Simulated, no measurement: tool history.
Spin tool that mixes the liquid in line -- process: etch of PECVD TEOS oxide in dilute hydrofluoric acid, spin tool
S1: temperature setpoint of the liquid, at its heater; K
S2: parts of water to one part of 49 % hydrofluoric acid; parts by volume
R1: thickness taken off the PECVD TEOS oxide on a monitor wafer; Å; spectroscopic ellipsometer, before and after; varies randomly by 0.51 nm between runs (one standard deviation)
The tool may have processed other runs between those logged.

run 1 hour=0.0 | S1=296.15 S2=95 time_under_the_liquid_(s)=300 | R1=812.13
run 2 hour=8.1 | S1=299.15 S2=95 time_under_the_liquid_(s)=300 | R1=915.68
run 3 hour=12.1 | S1=299.15 S2=130 time_under_the_liquid_(s)=300 | R1=635.52
run 4 hour=15.1 | S1=297.15 S2=130 time_under_the_liquid_(s)=300 | R1=589.62
run 5 hour=22.5 | S1=297.15 S2=155 time_under_the_liquid_(s)=300 | R1=480.04
run 6 hour=29.2 | S1=297.15 S2=175 time_under_the_liquid_(s)=300 | R1=414.83
run 7 hour=30.2 | S1=301.15 S2=135 time_under_the_liquid_(s)=300 | R1=652.30
run 8 hour=37.6 | S1=302.15 S2=115 time_under_the_liquid_(s)=300 | R1=818.16
run 9 hour=38.3 | S1=302.65 S2=105 time_under_the_liquid_(s)=300 | R1=933.05
run 10 hour=45.2 | S1=303.15 S2=95 time_under_the_liquid_(s)=300 | R1=1061.50
run 11 hour=48.2 | S1=303.65 S2=90 time_under_the_liquid_(s)=300 | R1=1155.30

The next listed run, before its measurement:
run 12 hour=52.4 | S1=303.65 S2=90 time_under_the_liquid_(s)=300 | R1=?

R1: 1145.10 Å

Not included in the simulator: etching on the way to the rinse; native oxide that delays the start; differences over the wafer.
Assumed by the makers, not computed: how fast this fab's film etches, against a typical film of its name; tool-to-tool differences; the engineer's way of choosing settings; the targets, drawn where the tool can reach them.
